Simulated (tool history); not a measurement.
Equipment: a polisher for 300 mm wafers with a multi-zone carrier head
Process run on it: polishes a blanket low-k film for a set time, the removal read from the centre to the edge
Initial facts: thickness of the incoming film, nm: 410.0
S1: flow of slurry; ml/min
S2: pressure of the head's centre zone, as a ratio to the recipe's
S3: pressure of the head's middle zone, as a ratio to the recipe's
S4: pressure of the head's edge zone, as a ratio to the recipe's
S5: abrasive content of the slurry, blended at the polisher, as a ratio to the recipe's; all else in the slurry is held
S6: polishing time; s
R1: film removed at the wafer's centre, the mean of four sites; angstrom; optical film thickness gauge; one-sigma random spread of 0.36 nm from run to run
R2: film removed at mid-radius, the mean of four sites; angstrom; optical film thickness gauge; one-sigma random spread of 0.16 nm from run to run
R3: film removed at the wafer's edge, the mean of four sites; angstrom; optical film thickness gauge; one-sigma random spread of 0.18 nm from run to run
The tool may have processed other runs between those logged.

{"run": 1, "hour": 0.0, "S1": 225, "S2": 1, "S3": 1, "S4": 1, "S5": 1, "S6": 51, "R1": 188.79, "R2": 183.4, "R3": 185.17}
{"run": 2, "hour": 7.6, "S1": 225, "S2": 1.07, "S3": 1, "S4": 1, "S5": 1, "S6": 51, "R1": 198.46, "R2": 184.21, "R3": 184.58}
{"run": 3, "hour": 9.1, "S1": 225, "S2": 1.07, "S3": 1, "S4": 1, "S5": 1, "S6": 40, "R1": 159.46, "R2": 142.35, "R3": 143.83}
{"run": 4, "hour": 11.2, "S1": 240, "S2": 1.08, "S3": 1.01, "S4": 1.04, "S5": 1.15, "S6": 42, "R1": 185.92, "R2": 165.07, "R3": 167.12}
{"run": 5, "hour": 14.7, "S1": 240, "S2": 1.16, "S3": 1.01, "S4": 1.04, "S5": 1.15, "S6": 42, "R1": 189.92, "R2": 164.67, "R3": 167.94}
{"run": 6, "hour": 16.7, "S1": 240, "S2": 1.16, "S3": 1.07, "S4": 1.04, "S5": 1.15, "S6": 42, "R1": 200.68, "R2": 172.87, "R3": 168.43}
{"run": 7, "hour": 18.1, "S1": 275, "S2": 1.1, "S3": 1.09, "S4": 1.14, "S5": 1.4, "S6": 47, "R1": 230.36, "R2": 212.26, "R3": 212.78}
{"run": 8, "hour": 27.1, "S1": 275, "S2": 1.1, "S3": 1.09, "S4": 1.15, "S5": 1.45, "S6": 48, "R1": 235.81, "R2": 222.88, "R3": 221.25}
{"run": 9, "hour": 34.5, "S1": 280, "S2": 1.11, "S3": 1.08, "S4": 1.16, "S5": 1.45, "S6": 48, "R1": 231.07, "R2": 221.5, "R3": 224.28}

What does the tool deliver on the next run?
{"run": 10, "hour": 42.0, "S1": 280, "S2": 1.13, "S3": 1.07, "S4": 1.16, "S5": 1.45, "S6": 48, "R1": "?", "R2": "?", "R3": "?"}

{"run 10": {"R1": 243.07, "R2": 222.26, "R3": 223.28}}
